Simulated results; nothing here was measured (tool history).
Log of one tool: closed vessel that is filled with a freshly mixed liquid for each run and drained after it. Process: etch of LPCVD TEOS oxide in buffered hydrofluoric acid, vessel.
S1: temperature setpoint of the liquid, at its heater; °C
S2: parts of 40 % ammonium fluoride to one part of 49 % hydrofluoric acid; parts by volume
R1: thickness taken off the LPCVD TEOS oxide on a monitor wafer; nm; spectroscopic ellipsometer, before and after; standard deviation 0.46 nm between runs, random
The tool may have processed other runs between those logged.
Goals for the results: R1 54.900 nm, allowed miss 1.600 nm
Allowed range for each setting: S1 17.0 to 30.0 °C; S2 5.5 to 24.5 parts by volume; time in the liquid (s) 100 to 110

{"run": 1, "day": 0.0, "S1": 22.0, "S2": 15.0, "time in the liquid (s)": 100, "R1": 97.468}
{"run": 2, "day": 0.038, "S1": 20.5, "S2": 16.5, "time in the liquid (s)": 100, "R1": 82.279}
{"run": 3, "day": 0.383, "S1": 19.0, "S2": 16.5, "time in the liquid (s)": 100, "R1": 75.941}
{"run": 4, "day": 0.646, "S1": 19.0, "S2": 20.0, "time in the liquid (s)": 100, "R1": 61.721}
{"run": 5, "day": 0.783, "S1": 19.0, "S2": 20.0, "time in the liquid (s)": 110, "R1": 67.795}
{"run": 6, "day": 0.958, "S1": 19.0, "S2": 20.0, "time in the liquid (s)": 110, "R1": 68.726}
{"run": 7, "day": 1.258, "S1": 18.5, "S2": 20.5, "time in the liquid (s)": 110, "R1": 65.157}
{"run": 8, "day": 1.35, "S1": 18.0, "S2": 21.0, "time in the liquid (s)": 110, "R1": 63.443}
{"run": 9, "day": 1.633, "S1": 17.5, "S2": 21.5, "time in the liquid (s)": 110, "R1": 59.424}
{"run": 10, "day": 1.975, "S1": 17.5, "S2": 22.0, "time in the liquid (s)": 110, "R1": 58.827}

Which single option among these 5 for the next run brings every result within its allowed miss of target? Just one does.
{"run": "A", "day": 2.317, "S1": 18.0, "S2": 21.0, "time in the liquid (s)": 105, "R1": "?"}
{"run": "B", "day": 2.317, "S1": 18.0, "S2": 24.0, "time in the liquid (s)": 105, "R1": "?"}
{"run": "C", "day": 2.317, "S1": 19.0, "S2": 22.0, "time in the liquid (s)": 110, "R1": "?"}
{"run": "D", "day": 2.317, "S1": 17.0, "S2": 19.0, "time in the liquid (s)": 110, "R1": "?"}
{"run": "E", "day": 2.317, "S1": 19.0, "S2": 23.0, "time in the liquid (s)": 105, "R1": "?"}

move=A R1=59.963
move=B R1=54.676
move=C R1=64.384
move=D R1=64.560
move=E R1=59.598
A: misses by more than the last run did
B: all results land within tolerance of their targets
C: misses by more than the last run did
D: misses by more than the last run did
E: misses by more than the last run did
B is the move that brings every result within its allowed miss.
